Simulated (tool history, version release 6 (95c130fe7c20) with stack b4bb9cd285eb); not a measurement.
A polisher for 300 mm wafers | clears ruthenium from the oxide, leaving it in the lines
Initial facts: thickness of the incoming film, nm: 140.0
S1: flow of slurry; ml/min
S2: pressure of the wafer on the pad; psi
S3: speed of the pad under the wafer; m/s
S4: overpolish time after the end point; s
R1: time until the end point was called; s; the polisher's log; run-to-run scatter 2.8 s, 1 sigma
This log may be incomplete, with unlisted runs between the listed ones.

run 1 hour=0 | S1=190 S2=2.3 S3=1 S4=10 | R1=117.78
run 2 hour=8.6 | S1=190 S2=2.3 S3=1 S4=10 | R1=117.12
run 3 hour=16.2 | S1=190 S2=2 S3=0.98 S4=10 | R1=136.85
run 4 hour=22.8 | S1=190 S2=1.7 S3=0.98 S4=10 | R1=160.64
run 5 hour=31.2 | S1=190 S2=1.7 S3=1.18 S4=10 | R1=131.45
run 6 hour=37.7 | S1=150 S2=1.7 S3=1.18 S4=10 | R1=142.06
run 7 hour=40 | S1=145 S2=1.5 S3=1.18 S4=10 | R1=161.68
run 8 hour=42.9 | S1=140 S2=1.4 S3=1.18 S4=10 | R1=168.69
run 9 hour=47.4 | S1=140 S2=1.4 S3=1.18 S4=10 | R1=166.63
run 10 hour=51.5 | S1=140 S2=1 S3=1.1 S4=10 | R1=246.45
run 11 hour=53.1 | S1=150 S2=1 S3=1.1 S4=10 | R1=248.83
run 12 hour=59.4 | S1=150 S2=1.1 S3=1.1 S4=10 | R1=223.16

What does the tool deliver on the next run?
run 13 hour=63.5 | S1=155 S2=1.1 S3=1.1 S4=10 | R1=?

Run 13 gave R1 226.51 s.
